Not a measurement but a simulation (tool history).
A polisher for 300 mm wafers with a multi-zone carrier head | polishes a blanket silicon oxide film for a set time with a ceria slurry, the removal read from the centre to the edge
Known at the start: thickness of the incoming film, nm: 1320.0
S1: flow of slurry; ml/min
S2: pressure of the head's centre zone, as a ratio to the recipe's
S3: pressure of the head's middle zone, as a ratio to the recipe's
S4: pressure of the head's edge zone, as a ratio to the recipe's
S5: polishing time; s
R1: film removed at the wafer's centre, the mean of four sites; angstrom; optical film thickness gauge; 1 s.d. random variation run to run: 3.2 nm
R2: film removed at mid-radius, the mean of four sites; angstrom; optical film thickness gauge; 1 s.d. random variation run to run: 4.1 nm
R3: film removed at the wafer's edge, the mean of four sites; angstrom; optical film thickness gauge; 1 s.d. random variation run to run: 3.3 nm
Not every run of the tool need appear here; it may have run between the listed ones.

Run 1, hour 0.0: S1 200 ml/min, S2 1.00, S3 1.00, S4 1.00, S5 64 s. Result: R1 3303.8 angstrom, R2 3228.0 angstrom, R3 3277.8 angstrom.
Run 2, hour 6.6: S1 195 ml/min, S2 0.98, S3 1.00, S4 1.00, S5 63 s. Result: R1 3178.2 angstrom, R2 3273.0 angstrom, R3 3217.1 angstrom.
Run 3, hour 13.0: S1 195 ml/min, S2 0.98, S3 0.94, S4 1.00, S5 63 s. Result: R1 3213.1 angstrom, R2 3079.7 angstrom, R3 3268.7 angstrom.
Run 4, hour 20.8: S1 190 ml/min, S2 0.96, S3 0.94, S4 1.00, S5 62 s. Result: R1 3067.7 angstrom, R2 3039.8 angstrom, R3 3272.4 angstrom.
Run 5, hour 22.0: S1 145 ml/min, S2 0.96, S3 0.94, S4 1.00, S5 62 s. Result: R1 2906.0 angstrom, R2 2854.3 angstrom, R3 3091.5 angstrom.
Run 6, hour 24.7: S1 145 ml/min, S2 0.95, S3 0.95, S4 1.00, S5 61 s. Result: R1 2813.8 angstrom, R2 2846.9 angstrom, R3 3025.6 angstrom.

Expected results for the next run?
Run 7, hour 30.6: S1 145 ml/min, S2 0.94, S3 0.96, S4 1.00, S5 60 s. Result: R1 ?, R2 ?, R3 ?.

Run 7 produced R1 2709.4 angstrom, R2 2787.5 angstrom, R3 2948.1 angstrom.
